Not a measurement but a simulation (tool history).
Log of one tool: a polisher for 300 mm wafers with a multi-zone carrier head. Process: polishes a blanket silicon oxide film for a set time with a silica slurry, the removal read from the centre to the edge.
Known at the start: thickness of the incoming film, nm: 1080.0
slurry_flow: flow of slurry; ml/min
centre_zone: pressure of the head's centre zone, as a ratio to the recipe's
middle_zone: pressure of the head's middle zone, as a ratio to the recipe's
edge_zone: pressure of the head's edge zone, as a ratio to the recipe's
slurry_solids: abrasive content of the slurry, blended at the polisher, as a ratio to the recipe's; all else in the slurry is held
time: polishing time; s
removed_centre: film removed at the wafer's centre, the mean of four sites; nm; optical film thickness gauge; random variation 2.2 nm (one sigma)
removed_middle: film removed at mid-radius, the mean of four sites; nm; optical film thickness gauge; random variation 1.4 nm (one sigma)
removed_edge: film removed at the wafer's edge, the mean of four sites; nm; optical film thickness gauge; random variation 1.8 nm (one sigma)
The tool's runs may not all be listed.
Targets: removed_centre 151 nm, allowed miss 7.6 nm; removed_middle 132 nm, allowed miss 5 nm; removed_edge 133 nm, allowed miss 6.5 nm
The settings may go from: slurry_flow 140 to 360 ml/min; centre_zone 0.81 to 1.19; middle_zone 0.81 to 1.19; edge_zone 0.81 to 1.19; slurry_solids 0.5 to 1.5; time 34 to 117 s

{"run": 1, "hour": 0.0, "slurry_flow": 230, "centre_zone": 1, "middle_zone": 1, "edge_zone": 1, "slurry_solids": 1, "time": 75, "removed_centre": 192.28, "removed_middle": 188.58, "removed_edge": 191.91}
{"run": 2, "hour": 9.0, "slurry_flow": 230, "centre_zone": 1.01, "middle_zone": 0.99, "edge_zone": 0.98, "slurry_solids": 0.9, "time": 74, "removed_centre": 182.41, "removed_middle": 175.53, "removed_edge": 181.03}
{"run": 3, "hour": 10.8, "slurry_flow": 230, "centre_zone": 1.01, "middle_zone": 0.93, "edge_zone": 0.98, "slurry_solids": 0.9, "time": 74, "removed_centre": 179.11, "removed_middle": 165.78, "removed_edge": 178.19}
{"run": 4, "hour": 13.4, "slurry_flow": 235, "centre_zone": 1.02, "middle_zone": 0.93, "edge_zone": 0.95, "slurry_solids": 0.8, "time": 73, "removed_centre": 170.15, "removed_middle": 156.03, "removed_edge": 160.43}
{"run": 5, "hour": 17.4, "slurry_flow": 235, "centre_zone": 1.02, "middle_zone": 0.91, "edge_zone": 0.93, "slurry_solids": 0.75, "time": 73, "removed_centre": 164.68, "removed_middle": 147.91, "removed_edge": 157.36}
{"run": 6, "hour": 25.5, "slurry_flow": 210, "centre_zone": 1.02, "middle_zone": 0.91, "edge_zone": 0.93, "slurry_solids": 0.75, "time": 73, "removed_centre": 162.99, "removed_middle": 146.78, "removed_edge": 154.32}
{"run": 7, "hour": 27.2, "slurry_flow": 210, "centre_zone": 1.02, "middle_zone": 0.91, "edge_zone": 0.93, "slurry_solids": 0.75, "time": 73, "removed_centre": 169.16, "removed_middle": 145.05, "removed_edge": 155.42}
{"run": 8, "hour": 33.0, "slurry_flow": 210, "centre_zone": 1.02, "middle_zone": 0.91, "edge_zone": 0.91, "slurry_solids": 0.7, "time": 73, "removed_centre": 156.03, "removed_middle": 140.77, "removed_edge": 147.03}
{"run": 9, "hour": 37.4, "slurry_flow": 205, "centre_zone": 1.09, "middle_zone": 0.87, "edge_zone": 0.81, "slurry_solids": 0.65, "time": 72, "removed_centre": 160, "removed_middle": 126.22, "removed_edge": 135.64}

Which of these 4 next moves meets every target?
{"run": "A", "hour": 41.8, "slurry_flow": 150, "centre_zone": 0.92, "middle_zone": 0.87, "edge_zone": 0.88, "slurry_solids": 0.95, "time": 65, "removed_centre": "?", "removed_middle": "?", "removed_edge": "?"}
{"run": "B", "hour": 41.8, "slurry_flow": 190, "centre_zone": 1.06, "middle_zone": 0.91, "edge_zone": 0.84, "slurry_solids": 0.6, "time": 75, "removed_centre": "?", "removed_middle": "?", "removed_edge": "?"}
{"run": "C", "hour": 41.8, "slurry_flow": 215, "centre_zone": 0.97, "middle_zone": 1, "edge_zone": 0.81, "slurry_solids": 0.65, "time": 71, "removed_centre": "?", "removed_middle": "?", "removed_edge": "?"}
{"run": "D", "hour": 41.8, "slurry_flow": 195, "centre_zone": 0.94, "middle_zone": 0.85, "edge_zone": 0.84, "slurry_solids": 0.7, "time": 68, "removed_centre": "?", "removed_middle": "?", "removed_edge": "?"}

move=A removed_centre=138.74 removed_middle=134.14 removed_edge=143.07
move=B removed_centre=154.34 removed_middle=133.43 removed_edge=132.74
move=C removed_centre=142.46 removed_middle=145.41 removed_edge=130.71
move=D removed_centre=135.02 removed_middle=124.6 removed_edge=131.03
A: takes the result that was furthest off past its target
B: meets every target
C: takes the result that was furthest off past its target
D: takes the result that was furthest off past its target
Answer: B
